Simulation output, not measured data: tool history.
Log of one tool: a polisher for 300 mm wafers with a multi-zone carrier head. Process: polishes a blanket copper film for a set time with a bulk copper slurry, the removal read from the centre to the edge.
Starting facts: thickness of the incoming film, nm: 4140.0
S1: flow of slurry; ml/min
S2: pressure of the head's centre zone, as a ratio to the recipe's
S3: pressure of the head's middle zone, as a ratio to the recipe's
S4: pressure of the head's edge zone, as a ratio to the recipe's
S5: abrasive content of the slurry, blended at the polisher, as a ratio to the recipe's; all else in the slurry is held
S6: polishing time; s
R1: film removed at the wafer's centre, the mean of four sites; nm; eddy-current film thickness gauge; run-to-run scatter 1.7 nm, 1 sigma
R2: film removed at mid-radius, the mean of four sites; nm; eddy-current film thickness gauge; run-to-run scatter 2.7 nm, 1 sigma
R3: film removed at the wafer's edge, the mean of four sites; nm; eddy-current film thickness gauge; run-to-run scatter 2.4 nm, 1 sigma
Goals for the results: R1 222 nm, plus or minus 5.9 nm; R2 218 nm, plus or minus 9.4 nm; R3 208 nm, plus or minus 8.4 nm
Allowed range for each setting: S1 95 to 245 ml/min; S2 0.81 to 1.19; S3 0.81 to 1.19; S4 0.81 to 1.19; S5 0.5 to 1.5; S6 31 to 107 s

run	hour	S1	S2	S3	S4	S5	S6	R1	R2	R3
1	0	155	1	1	1	1	69	408.78	397.36	386.35
2	6.4	155	1	1	1.05	1	69	406.7	396	404.82
3	8.1	150	0.98	0.98	1	0.9	63	356.92	341.06	357.98
4	10.1	150	1.01	0.98	1	0.9	63	368.44	339.63	352.42
5	10.7	150	1.09	0.98	1	0.9	63	389.87	340.91	351.64
6	13.3	185	1.09	0.98	1	0.9	63	401.89	356.41	359.48
7	20.3	180	1.06	0.99	0.96	0.8	57	351.61	320.38	315.67
8	24.9	175	1.04	0.99	0.93	0.75	52	310	286.9	287.13
9	33	170	1.03	1	0.91	0.7	49	283.03	266.98	254.32
10	35.4	155	1.01	0.99	0.89	0.65	49	270.64	263.21	251.25
# hour 40: centre zone pressure recalibrated
11	40	150	1.01	0.98	0.88	0.6	48	245.72	250.15	232.94
12	41.5	150	1.01	0.98	0.88	0.6	48	247.68	245.31	240.04
13	49.1	145	1.02	0.98	0.86	0.6	47	243.14	236.53	234.77
14	50.8	145	1.03	0.99	0.85	0.6	46	237.29	236.25	226.35
15	58.8	140	1.04	0.99	0.84	0.6	46	238.09	238.78	218.86
16	60.6	105	1.02	0.92	0.83	0.55	46	214.19	203.32	205.67
17	62.5	110	1.02	0.93	0.83	0.55	46	211.75	206.8	204.35

Exercise: of the 4 proposed moves below, exactly one satisfies all targets within the stated allowed misses. Which move is it?
A	64.4	150	1.03	0.85	0.84	0.55	43	?	?	?
B	64.4	105	0.89	0.95	0.81	0.5	52	?	?	?
C	64.4	105	0.97	0.88	0.84	0.5	47	?	?	?
D	64.4	100	1.08	1	0.82	0.5	48	?	?	?

move	R1	R2	R3
A	218.6	190.99	209.89
B	208.18	227.57	230.45
C	201.65	192.93	211.84
D	221.03	215.61	211.4
A: the worst result of the last run now meets its target, but another is out of spec
B: its largest miss is bigger than the last run's
C: its largest miss is bigger than the last run's
D: each result inside its tolerance
Go with D: it meets all targets.
